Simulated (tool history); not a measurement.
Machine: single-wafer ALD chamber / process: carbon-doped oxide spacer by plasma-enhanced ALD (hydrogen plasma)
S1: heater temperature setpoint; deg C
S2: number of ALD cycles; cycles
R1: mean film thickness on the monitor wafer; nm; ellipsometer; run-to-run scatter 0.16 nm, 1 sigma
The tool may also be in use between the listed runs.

run	day	S1	S2	R1
1	0	395	489	24.556
2	0.167	386	489	24.783
3	0.338	377	489	24.641
4	0.646	377	421	21.536
5	0.838	377	484	24.213
6	1.046	377	491	24.553

What will run 7 give?
7	1.362	377	497	?

Run 7 measured R1 25.246 nm.

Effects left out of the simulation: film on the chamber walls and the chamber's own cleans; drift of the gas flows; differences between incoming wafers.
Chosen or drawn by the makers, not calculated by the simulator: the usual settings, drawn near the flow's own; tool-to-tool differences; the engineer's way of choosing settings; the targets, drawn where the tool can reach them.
